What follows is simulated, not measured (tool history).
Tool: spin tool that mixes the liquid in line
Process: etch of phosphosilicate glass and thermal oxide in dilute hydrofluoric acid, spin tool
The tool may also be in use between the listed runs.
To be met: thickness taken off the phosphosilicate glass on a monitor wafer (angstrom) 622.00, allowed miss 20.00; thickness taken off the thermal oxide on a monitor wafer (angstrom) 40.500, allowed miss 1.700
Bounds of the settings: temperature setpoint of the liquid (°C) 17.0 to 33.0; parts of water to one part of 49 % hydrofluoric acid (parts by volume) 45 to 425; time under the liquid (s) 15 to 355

run	day	temperature setpoint of the liquid (°C)	parts of water to one part of 49 % hydrofluoric acid (parts by volume)	time under the liquid (s)	thickness taken off the phosphosilicate glass on a monitor wafer (angstrom)	thickness taken off the thermal oxide on a monitor wafer (angstrom)
1	0.000	25.0	235	180	505.24	32.992
2	0.108	26.0	235	180	532.50	34.831
3	0.304	26.0	190	180	687.35	44.795
4	0.642	25.5	190	180	676.08	44.373
5	0.683	29.0	190	180	760.67	49.937
6	0.829	27.5	190	180	736.05	47.729
# day 1.104: hydrofluoric acid flow meter replaced
7	1.104	27.5	190	180	679.97	42.948
8	1.283	27.0	190	180	675.26	43.154
9	1.538	27.0	190	180	662.34	43.489
10	1.625	26.5	190	180	647.92	42.223

Which of these 4 next moves meets every target?
A	1.712	26.5	165	160	?	?
B	1.712	27.0	175	170	?	?
C	1.712	25.5	170	155	?	?
D	1.712	18.5	155	205	?	?

move	thickness taken off the phosphosilicate glass on a monitor wafer (angstrom)	thickness taken off the thermal oxide on a monitor wafer (angstrom)
A	691.33	43.936
B	697.04	44.300
C	622.77	39.579
D	700.22	44.502
A: further off than the last run
B: further off than the last run
C: meets every target
D: further off than the last run
Move C is the one to make.
